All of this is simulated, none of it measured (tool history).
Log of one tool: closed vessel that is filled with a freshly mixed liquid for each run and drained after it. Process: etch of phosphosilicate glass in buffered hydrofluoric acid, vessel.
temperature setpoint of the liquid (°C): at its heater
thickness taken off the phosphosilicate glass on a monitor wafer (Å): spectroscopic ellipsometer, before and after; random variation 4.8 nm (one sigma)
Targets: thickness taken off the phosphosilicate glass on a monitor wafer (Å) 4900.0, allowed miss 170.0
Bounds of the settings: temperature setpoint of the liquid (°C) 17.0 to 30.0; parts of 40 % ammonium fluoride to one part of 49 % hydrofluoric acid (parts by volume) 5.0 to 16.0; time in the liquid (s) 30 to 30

run  hour  temperature setpoint of the liquid (°C)  parts of 40 % ammonium fluoride to one part of 49 % hydrofluoric acid (parts by volume)  time in the liquid (s)  thickness taken off the phosphosilicate glass on a monitor wafer (Å)
  1   0.0                                     22.0                                                                                      9.5                      30                                                                2812.1
  2   5.6                                     18.5                                                                                      9.5                      30                                                                2292.3
  3  13.5                                     18.5                                                                                      9.5                      30                                                                2303.2
  4  16.2                                     18.5                                                                                      9.5                      30                                                                2271.9
  5  23.4                                     17.0                                                                                      9.5                      30                                                                2101.8
  6  25.5                                     17.0                                                                                      8.0                      30                                                                2465.1
  7  29.1                                     20.0                                                                                      8.0                      30                                                                2930.2
  8  34.6                                     24.0                                                                                      7.5                      30                                                                3950.8
  9  38.2                                     25.0                                                                                      7.5                      30                                                                4125.6
 10  44.2                                     26.0                                                                                      7.5                      30                                                                4386.6

Which of these 4 next moves meets every target?
  A  50.2                                     25.5                                                                                      7.0                      30                                                                     ?
  B  50.2                                     22.5                                                                                      6.5                      30                                                                     ?
  C  50.2                                     24.5                                                                                      8.0                      30                                                                     ?
  D  50.2                                     26.5                                                                                      7.0                      30                                                                     ?

move  thickness taken off the phosphosilicate glass on a monitor wafer (Å)
   A                                                                4643.8
   B                                                                4206.1
   C                                                                3808.5
   D                                                                4900.2
A: nearer than the last run, and not there yet
B: further off than the last run
C: further off than the last run
D: meets every target
Answer: D

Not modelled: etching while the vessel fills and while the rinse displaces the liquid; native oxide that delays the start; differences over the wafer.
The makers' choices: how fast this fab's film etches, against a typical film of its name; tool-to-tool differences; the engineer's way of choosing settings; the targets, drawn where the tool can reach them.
